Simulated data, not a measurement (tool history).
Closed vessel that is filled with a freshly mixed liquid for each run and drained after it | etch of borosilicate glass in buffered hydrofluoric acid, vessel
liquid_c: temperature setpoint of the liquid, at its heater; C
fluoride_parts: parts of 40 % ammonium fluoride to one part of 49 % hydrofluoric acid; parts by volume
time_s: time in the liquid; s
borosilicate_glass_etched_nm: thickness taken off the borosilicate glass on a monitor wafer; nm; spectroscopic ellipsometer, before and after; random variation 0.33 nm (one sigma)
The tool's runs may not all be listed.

run 1 hour=0 | liquid_c=25 fluoride_parts=23 time_s=100 | borosilicate_glass_etched_nm=58.807
run 2 hour=3.9 | liquid_c=25 fluoride_parts=23 time_s=105 | borosilicate_glass_etched_nm=61.831
run 3 hour=5.2 | liquid_c=25 fluoride_parts=28.5 time_s=105 | borosilicate_glass_etched_nm=53.64
run 4 hour=12.4 | liquid_c=25 fluoride_parts=28.5 time_s=100 | borosilicate_glass_etched_nm=51.019
run 5 hour=16.6 | liquid_c=25 fluoride_parts=28.5 time_s=105 | borosilicate_glass_etched_nm=52.889
run 6 hour=23 | liquid_c=22 fluoride_parts=28.5 time_s=105 | borosilicate_glass_etched_nm=45.381

The next listed run, before its measurement:
run 7 hour=29.6 | liquid_c=22 fluoride_parts=28.5 time_s=105 | borosilicate_glass_etched_nm=?

Run 7 gave borosilicate_glass_etched_nm 45.342 nm.

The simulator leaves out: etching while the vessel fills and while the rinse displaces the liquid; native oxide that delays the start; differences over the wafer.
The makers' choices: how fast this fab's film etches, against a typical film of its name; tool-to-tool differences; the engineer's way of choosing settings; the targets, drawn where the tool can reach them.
